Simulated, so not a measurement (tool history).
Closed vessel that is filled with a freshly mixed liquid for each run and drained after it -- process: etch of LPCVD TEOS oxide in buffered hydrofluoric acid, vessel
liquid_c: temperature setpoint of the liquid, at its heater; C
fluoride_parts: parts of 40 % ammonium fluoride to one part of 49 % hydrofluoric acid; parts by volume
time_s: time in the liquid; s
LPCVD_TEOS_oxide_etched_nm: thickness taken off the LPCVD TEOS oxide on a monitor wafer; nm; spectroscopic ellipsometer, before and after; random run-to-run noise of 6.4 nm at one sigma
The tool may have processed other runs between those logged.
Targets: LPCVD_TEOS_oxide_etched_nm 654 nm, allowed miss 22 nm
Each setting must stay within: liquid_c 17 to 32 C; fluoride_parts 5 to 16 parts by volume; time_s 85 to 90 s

run  hour  liquid_c  fluoride_parts  time_s  LPCVD_TEOS_oxide_etched_nm
  1     0        25             9.5      85                      388.24
  2   2.4        26               9      85                      431.87
  3     9        27               9      85                       461.9
  4  16.3        27               9      90                      483.71
  5  25.2      27.5               9      90                         490
  6  33.3      27.5            10.5      90                      435.35
  7  40.3        28              10      90                      467.24
  8  43.5      28.5             9.5      90                      496.57
  9  51.8        29             9.5      90                      506.54
 10  56.3      29.5             9.5      90                      518.27
 11  62.9        30             9.5      90                      528.02
     68.5  -- hydrofluoric acid flow meter replaced
 12  68.5      30.5             9.5      90                      504.17
 13  77.2      30.5               9      90                      523.81
 14  79.4      30.5             8.5      90                      562.42
 15  85.7        32             7.5      90                      691.97

Which of these 5 next moves meets every target?
  A    92      31.5               7      90                           ?
  B    92      29.5             7.5      90                           ?
  C    92        32               8      85                           ?
  D    92        32             7.5      85                           ?
  E    92      31.5               8      85                           ?

move  LPCVD_TEOS_oxide_etched_nm
   A                      728.13
   B                      608.97
   C                      611.07
   D                      655.16
   E                      595.45
A: its largest miss is bigger than the last run's
B: moves the result that the last run missed by most past its target, out the other side
C: moves the result that the last run missed by most past its target, out the other side
D: each result inside its tolerance
E: moves the result that the last run missed by most past its target, out the other side
Move D is the one to make.

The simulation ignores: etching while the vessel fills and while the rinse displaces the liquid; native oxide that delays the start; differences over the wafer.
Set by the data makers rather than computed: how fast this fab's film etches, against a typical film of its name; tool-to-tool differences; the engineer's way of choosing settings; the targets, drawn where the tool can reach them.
